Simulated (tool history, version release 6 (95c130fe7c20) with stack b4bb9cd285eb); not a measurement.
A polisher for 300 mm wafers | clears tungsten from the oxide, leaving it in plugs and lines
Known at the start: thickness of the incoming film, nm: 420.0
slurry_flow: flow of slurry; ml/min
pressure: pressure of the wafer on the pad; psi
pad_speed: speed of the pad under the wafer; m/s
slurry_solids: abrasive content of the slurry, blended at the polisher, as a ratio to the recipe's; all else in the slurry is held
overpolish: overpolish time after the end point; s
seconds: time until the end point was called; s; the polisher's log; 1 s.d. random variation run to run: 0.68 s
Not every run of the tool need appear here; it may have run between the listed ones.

| run | hour | slurry_flow | pressure | pad_speed | slurry_solids | overpolish | seconds |
|---|---|---|---|---|---|---|---|
| 1 | 0.0 | 195 | 3.5 | 1.38 | 1.0 | 19 | 59.568 |
| 2 | 7.0 | 195 | 3.5 | 1.38 | 1.0 | 20 | 59.998 |
| 3 | 13.2 | 190 | 3.3 | 1.38 | 1.0 | 20 | 62.818 |
| 4 | 18.8 | 190 | 3.1 | 1.38 | 1.0 | 20 | 66.599 |
| 5 | 26.4 | 190 | 3.1 | 1.38 | 0.9 | 20 | 68.689 |
| 6 | 34.0 | 190 | 3.0 | 1.38 | 0.9 | 20 | 70.693 |

Run 7 comes next. What will it give?
| 7 | 39.3 | 190 | 2.9 | 1.38 | 0.9 | 20 | ? |

{"run 7": {"seconds": 72.283}}

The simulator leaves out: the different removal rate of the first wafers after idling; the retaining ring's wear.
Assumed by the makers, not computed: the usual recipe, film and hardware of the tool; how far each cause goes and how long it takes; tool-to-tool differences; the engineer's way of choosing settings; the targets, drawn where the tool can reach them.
